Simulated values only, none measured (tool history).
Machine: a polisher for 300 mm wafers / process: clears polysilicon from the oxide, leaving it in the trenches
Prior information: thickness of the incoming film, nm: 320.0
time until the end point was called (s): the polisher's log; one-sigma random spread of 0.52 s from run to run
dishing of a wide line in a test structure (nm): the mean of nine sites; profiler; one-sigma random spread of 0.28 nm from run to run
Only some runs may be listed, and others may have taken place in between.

run	hour	flow of slurry (ml/min)	pressure of the wafer on the pad (psi)	speed of the pad under the wafer (cm/s)	overpolish time after the end point (s)	time until the end point was called (s)	dishing of a wide line in a test structure (nm)
1	0.0	210	2.0	84	10	42.696	44.134
2	3.2	210	1.8	84	9	45.103	39.263
3	9.0	210	1.8	84	12	44.968	45.192
4	11.8	215	1.6	84	10	48.497	39.380
5	12.9	195	1.5	84	9	51.178	36.206
6	21.4	190	1.4	84	8	53.608	32.665
7	21.9	175	1.3	84	7	56.728	28.370
# hour 29.6: head pressure recalibrated
8	29.6	125	0.9	94	3	69.917	12.234
9	33.2	140	0.9	94	3	68.876	12.655
10	35.0	160	0.9	94	3	67.663	13.154
11	40.7	175	0.9	94	3	64.985	12.948
12	42.4	180	0.9	92	3	66.352	12.825
13	50.7	200	1.0	92	8	62.309	29.930

The next listed run, before its measurement:
14	53.2	200	1.0	92	8	?	?

For run 14 the tool returned time until the end point was called (s) 60.784, dishing of a wide line in a test structure (nm) 30.428.

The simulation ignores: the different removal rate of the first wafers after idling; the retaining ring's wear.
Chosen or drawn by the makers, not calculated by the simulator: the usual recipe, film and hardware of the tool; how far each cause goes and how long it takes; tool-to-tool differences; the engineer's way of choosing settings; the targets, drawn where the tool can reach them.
